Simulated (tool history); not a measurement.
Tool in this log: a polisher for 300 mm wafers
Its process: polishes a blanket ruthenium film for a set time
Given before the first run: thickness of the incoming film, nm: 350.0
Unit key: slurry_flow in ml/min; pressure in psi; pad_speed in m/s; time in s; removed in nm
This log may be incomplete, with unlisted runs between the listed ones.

run  hour  slurry_flow  pressure  pad_speed  time  removed
  1   0.0          175       2.7       0.76    61   60.411
  2   0.7          175       2.7       0.76    61   60.457
  3   4.7          175       2.7       0.76    61   60.319
  4   8.3          190       3.1       0.76    61   69.234
  5  10.6          190       3.4       0.78    61   78.518
  6  13.1          190       3.4       0.78    64   81.197

What does the tool deliver on the next run?
  7  15.7          200       3.6       0.80    64        ?

{"run 7": {"removed": 89.478}}
